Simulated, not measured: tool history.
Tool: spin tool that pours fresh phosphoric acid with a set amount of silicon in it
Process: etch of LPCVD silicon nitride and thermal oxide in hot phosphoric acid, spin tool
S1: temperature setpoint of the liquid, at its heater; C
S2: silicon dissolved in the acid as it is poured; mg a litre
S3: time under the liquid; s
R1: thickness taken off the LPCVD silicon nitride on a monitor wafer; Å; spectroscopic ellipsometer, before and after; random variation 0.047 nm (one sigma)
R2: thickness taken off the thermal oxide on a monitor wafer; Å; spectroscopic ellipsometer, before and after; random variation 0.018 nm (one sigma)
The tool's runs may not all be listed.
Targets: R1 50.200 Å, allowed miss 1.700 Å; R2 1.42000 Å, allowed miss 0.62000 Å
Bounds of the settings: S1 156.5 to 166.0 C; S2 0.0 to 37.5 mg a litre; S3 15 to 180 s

| run | day | S1 | S2 | S3 | R1 | R2 |
|---|---|---|---|---|---|---|
| 1 | 0.000 | 161.0 | 16.5 | 90 | 80.592 | 1.89800 |
| 2 | 0.079 | 160.5 | 15.0 | 85 | 75.087 | 2.04110 |
| 3 | 0.246 | 160.0 | 15.5 | 80 | 69.620 | 1.51650 |
| 4 | 0.296 | 160.0 | 23.5 | 80 | 68.793 | 1.23180 |
| 5 | 0.521 | 160.0 | 21.0 | 75 | 64.575 | 1.11410 |
| 6 | 0.625 | 160.0 | 18.0 | 70 | 60.587 | 1.07090 |
| 7 | 0.988 | 160.0 | 15.0 | 70 | 60.353 | 1.61220 |
| 8 | 1.325 | 160.0 | 15.0 | 70 | 61.011 | 1.55100 |
| 9 | 1.379 | 159.5 | 14.5 | 70 | 59.138 | 1.48450 |
| 10 | 1.588 | 159.0 | 14.0 | 70 | 58.970 | 1.34470 |
| 11 | 1.888 | 159.0 | 13.0 | 70 | 59.882 | 1.58400 |
| 12 | 2.054 | 159.0 | 12.5 | 70 | 58.927 | 1.70300 |
| 13 | 2.358 | 157.0 | 11.0 | 60 | 47.523 | 0.84362 |
| 14 | 2.433 | 157.0 | 10.5 | 60 | 47.419 | 0.96085 |
| 15 | 2.538 | 157.0 | 10.0 | 60 | 47.249 | 0.91948 |
| 16 | 2.654 | 157.0 | 9.5 | 60 | 47.238 | 1.07910 |
| 17 | 2.821 | 157.5 | 9.0 | 60 | 48.353 | 1.16220 |

4 next moves are on the table. One of them brings every result within its allowed miss. Which?
| A | 2.988 | 158.5 | 6.0 | 60 | ? | ? |
| B | 2.988 | 159.0 | 6.5 | 55 | ? | ? |
| C | 2.988 | 157.0 | 27.5 | 60 | ? | ? |
| D | 2.988 | 156.5 | 9.5 | 60 | ? | ? |

| move | R1 | R2 |
|---|---|---|
| A | 50.051 | 1.14900 |
| B | 46.662 | 1.08210 |
| C | 47.567 | 0.57634 |
| D | 46.763 | 0.91837 |
A: meets every target
B: further off than the last run
C: further off than the last run
D: further off than the last run
The right move is A.
